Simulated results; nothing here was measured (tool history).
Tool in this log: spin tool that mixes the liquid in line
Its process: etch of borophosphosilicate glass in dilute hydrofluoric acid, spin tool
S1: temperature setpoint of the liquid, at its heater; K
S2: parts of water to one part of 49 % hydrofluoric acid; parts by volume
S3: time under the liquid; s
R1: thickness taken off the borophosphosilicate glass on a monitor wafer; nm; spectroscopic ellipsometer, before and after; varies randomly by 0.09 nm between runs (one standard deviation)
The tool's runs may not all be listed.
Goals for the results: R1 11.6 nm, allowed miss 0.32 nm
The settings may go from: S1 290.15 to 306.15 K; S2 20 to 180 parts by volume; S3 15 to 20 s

run	hour	S1	S2	S3	R1
1	0	298.15	100	20	17.163
2	4.5	298.15	100	15	12.715
3	13	298.15	130	15	9.4601
4	14.8	299.15	130	15	9.8075
5	20.7	299.15	155	15	7.912
6	23.5	300.65	155	15	8.4744
7	28.4	301.65	155	15	8.7284
8	32.5	302.65	155	15	9.0314
9	35	303.15	155	15	9.1704
10	42.9	303.65	150	15	9.853
11	44.9	304.15	150	15	9.9731
# hour 46.3: thermometer replaced
12	46.3	304.65	150	15	9.8383
13	47.7	305.15	145	15	10.269
14	53.7	305.15	145	15	10.315
15	57.2	305.65	140	15	10.915

Consider the 4 candidate settings below. Which is the only one whose results all fall within their allowed miss of target?
A	60.7	306.15	170	20	?
B	60.7	304.15	170	20	?
C	60.7	304.65	140	15	?
D	60.7	306.15	145	15	?

move	R1
A	11.81
B	11.02
C	10.633
D	10.75
A: every result within its allowed miss
B: an improvement on the last run, though not all results are within tolerance
C: misses by more than the last run did
D: misses by more than the last run did
A meets every target.
